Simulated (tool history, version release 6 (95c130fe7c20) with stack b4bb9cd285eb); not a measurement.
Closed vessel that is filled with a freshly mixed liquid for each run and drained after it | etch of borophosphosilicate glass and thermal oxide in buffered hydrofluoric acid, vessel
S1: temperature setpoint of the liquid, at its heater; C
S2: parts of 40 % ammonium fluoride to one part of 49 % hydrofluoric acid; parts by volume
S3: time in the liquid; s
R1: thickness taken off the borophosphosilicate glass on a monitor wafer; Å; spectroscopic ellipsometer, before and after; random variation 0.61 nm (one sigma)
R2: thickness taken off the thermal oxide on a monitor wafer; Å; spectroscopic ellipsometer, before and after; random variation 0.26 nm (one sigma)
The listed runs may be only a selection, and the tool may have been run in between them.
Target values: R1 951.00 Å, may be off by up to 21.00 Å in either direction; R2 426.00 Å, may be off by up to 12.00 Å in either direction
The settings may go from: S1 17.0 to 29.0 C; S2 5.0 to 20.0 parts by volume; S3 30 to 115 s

run,hour,S1,S2,S3,R1,R2
1,0.0,21.0,12.0,60,1049.10,472.77
2,4.9,21.0,8.5,60,1445.40,641.64
3,7.2,20.5,9.0,60,1358.10,601.18
4,15.8,22.5,9.0,60,1520.60,676.71
5,19.5,21.5,9.0,60,1413.20,637.09
6,26.9,21.5,12.0,60,1084.20,485.61
7,35.3,21.0,12.0,60,1062.30,467.26
8,40.7,20.0,12.0,60,998.99,447.25

Pick the move, out of 4, that brings all results within their allowed miss; only one does.
A,46.1,20.5,14.5,75,?,?
B,46.1,20.0,15.5,80,?,?
C,46.1,19.0,6.5,35,?,?
D,46.1,17.0,10.5,60,?,?

move,R1,R2
A,1055.50,472.87
B,1025.20,459.26
C,989.41,439.61
D,955.20,426.07
A: its largest miss is bigger than the last run's
B: its largest miss is bigger than the last run's
C: nearer than the last run, and not there yet
D: all results land within tolerance of their targets
Go with D: it meets all targets.

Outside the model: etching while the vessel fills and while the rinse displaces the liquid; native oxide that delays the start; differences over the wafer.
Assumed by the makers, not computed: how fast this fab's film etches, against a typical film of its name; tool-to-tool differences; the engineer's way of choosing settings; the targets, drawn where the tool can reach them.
